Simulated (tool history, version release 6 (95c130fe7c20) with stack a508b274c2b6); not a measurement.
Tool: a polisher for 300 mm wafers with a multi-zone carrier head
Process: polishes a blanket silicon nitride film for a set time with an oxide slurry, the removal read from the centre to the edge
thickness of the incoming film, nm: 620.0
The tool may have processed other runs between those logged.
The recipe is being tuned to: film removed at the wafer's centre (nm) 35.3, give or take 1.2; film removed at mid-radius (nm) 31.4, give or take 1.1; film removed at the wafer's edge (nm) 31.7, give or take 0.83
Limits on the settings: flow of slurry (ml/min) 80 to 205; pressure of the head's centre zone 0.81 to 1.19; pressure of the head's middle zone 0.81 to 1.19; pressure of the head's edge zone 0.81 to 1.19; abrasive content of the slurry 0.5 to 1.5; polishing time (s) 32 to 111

run  hour  flow of slurry (ml/min)  pressure of the head's centre zone  pressure of the head's middle zone  pressure of the head's edge zone  abrasive content of the slurry  polishing time (s)  film removed at the wafer's centre (nm)  film removed at mid-radius (nm)  film removed at the wafer's edge (nm)
  1     0                      135                                   1                                   1                                 1                               1                  71                                   37.324                           35.807                                 37.345
  2   5.9                      135                                   1                                1.07                                 1                               1                  71                                   37.209                           38.254                                 37.257
  3  14.1                      125                                1.01                                1.04                              0.96                               1                  71                                   35.982                           36.179                                   35.7
  4  22.3                      115                                1.04                                1.02                              0.94                               1                  71                                   36.289                           34.258                                  34.64
  5  29.9                      110                                1.05                                1.02                              0.92                               1                  71                                    35.17                           34.441                                 33.725
     38.8  -- slurry nozzle cleaned
  6  38.8                      110                                1.05                                1.02                              0.92                               1                  88                                   50.408                           47.432                                  45.47
  7  39.8                      105                                1.05                                   1                               0.9                            0.85                  87                                   43.331                           40.214                                 38.892
  8    41                      100                                1.04                                0.98                              0.88                             0.8                  87                                   40.142                           36.503                                 36.289
  9  44.6                      100                                1.04                                0.97                              0.86                            0.75                  87                                   37.264                           34.731                                 33.765
 10  49.8                       85                                1.05                                0.88                              0.82                            0.75                  87                                   35.597                           30.009                                 31.569
 11  56.7                       85                                1.04                                0.89                              0.82                            0.75                  87                                   34.509                           30.096                                 31.842

Of the 5 settings listed for the next run, only one would bring every result within its allowed miss of target. Which one?
  A  63.6                      100                                1.06                                0.84                              0.85                             0.7                  89                                        ?                                ?                                      ?
  B  63.6                      100                                   1                                0.88                              0.96                             0.8                  76                                        ?                                ?                                      ?
  C  63.6                       80                                1.01                                0.88                              0.83                            0.85                  78                                        ?                                ?                                      ?
  D  63.6                      120                                   1                                0.81                              0.87                            0.85                  73                                        ?                                ?                                      ?
  E  63.6                      100                                1.03                                0.93                              0.85                            0.65                  97                                        ?                                ?                                      ?

move  film removed at the wafer's centre (nm)  film removed at mid-radius (nm)  film removed at the wafer's edge (nm)
   A                                   36.099                           28.447                                 32.083
   B                                   33.387                           28.986                                 33.215
   C                                   33.104                           28.869                                 31.907
   D                                   35.994                           28.975                                 33.441
   E                                   34.925                           30.802                                 31.892
A: its largest miss is bigger than the last run's
B: its largest miss is bigger than the last run's
C: its largest miss is bigger than the last run's
D: its largest miss is bigger than the last run's
E: all results land within tolerance of their targets
The right move is E.
